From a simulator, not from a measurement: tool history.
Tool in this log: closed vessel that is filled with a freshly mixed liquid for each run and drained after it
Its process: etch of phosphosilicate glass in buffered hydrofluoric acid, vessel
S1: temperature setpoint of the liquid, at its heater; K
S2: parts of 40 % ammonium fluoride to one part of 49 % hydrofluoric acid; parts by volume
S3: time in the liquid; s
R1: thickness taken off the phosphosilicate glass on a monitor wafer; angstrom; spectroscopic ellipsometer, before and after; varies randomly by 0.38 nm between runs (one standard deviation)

run,hour,S1,S2,S3,R1
1,0,297.15,13,30,912.37
2,5.5,297.15,13,30,902.77
3,10,295.65,13.5,30,798.25
4,16.6,295.65,13.5,30,798.08
5,18.1,295.65,10,30,1081.4
6,19.4,294.65,11,30,929.58
7,27,293.65,11.5,30,837.36

Run 8 is up next; what results do you expect?
8,27.9,293.15,12,30,?

R1: 789.64 angstrom
